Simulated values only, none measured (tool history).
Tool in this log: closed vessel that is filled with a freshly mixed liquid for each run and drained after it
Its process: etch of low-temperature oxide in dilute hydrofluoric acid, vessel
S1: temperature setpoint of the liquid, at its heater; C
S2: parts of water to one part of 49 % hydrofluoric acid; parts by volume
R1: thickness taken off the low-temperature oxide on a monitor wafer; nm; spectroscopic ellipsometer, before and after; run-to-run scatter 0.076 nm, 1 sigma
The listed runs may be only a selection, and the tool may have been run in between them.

{"run": 1, "hour": 0.0, "S1": 22, "S2": 290, "time in the liquid (s)": 225, "R1": 9.2393}
{"run": 2, "hour": 1.3, "S1": 25, "S2": 290, "time in the liquid (s)": 225, "R1": 10.251}
{"run": 3, "hour": 2.9, "S1": 26.5, "S2": 285, "time in the liquid (s)": 225, "R1": 10.976}
{"run": 4, "hour": 11.0, "S1": 26.5, "S2": 385, "time in the liquid (s)": 225, "R1": 7.4188}
{"run": 5, "hour": 15.6, "S1": 26.5, "S2": 385, "time in the liquid (s)": 225, "R1": 7.5006}
{"run": 6, "hour": 20.0, "S1": 26.5, "S2": 335, "time in the liquid (s)": 225, "R1": 8.9326}

Estimate the outcome of run 7 from the log above:
{"run": 7, "hour": 27.5, "S1": 27.5, "S2": 310, "time in the liquid (s)": 225, "R1": "?"}

For run 7 the tool returned R1 10.224 nm.
